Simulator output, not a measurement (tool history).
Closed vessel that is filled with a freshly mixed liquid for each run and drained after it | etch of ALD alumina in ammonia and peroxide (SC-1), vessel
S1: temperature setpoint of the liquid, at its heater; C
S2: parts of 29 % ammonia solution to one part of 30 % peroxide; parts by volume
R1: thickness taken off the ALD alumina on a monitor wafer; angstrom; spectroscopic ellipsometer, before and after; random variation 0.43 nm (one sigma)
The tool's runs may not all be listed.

run 1 day=0 | S1=49 S2=0.7 time_in_the_liquid_(s)=1240 | R1=839.68
run 2 day=0.258 | S1=47 S2=0.7 time_in_the_liquid_(s)=1240 | R1=744.49
run 3 day=0.529 | S1=47 S2=0.7 time_in_the_liquid_(s)=1325 | R1=799.81
run 4 day=0.838 | S1=47 S2=0.7 time_in_the_liquid_(s)=1325 | R1=813.47
run 5 day=1.004 | S1=47 S2=0.7 time_in_the_liquid_(s)=1240 | R1=728.16
run 6 day=1.267 | S1=49.5 S2=0.7 time_in_the_liquid_(s)=1240 | R1=835.01

Run 7 comes next. What will it give?
run 7 day=1.508 | S1=47.5 S2=0.7 time_in_the_liquid_(s)=1240 | R1=?

{"run 7": {"R1": 763.13}}
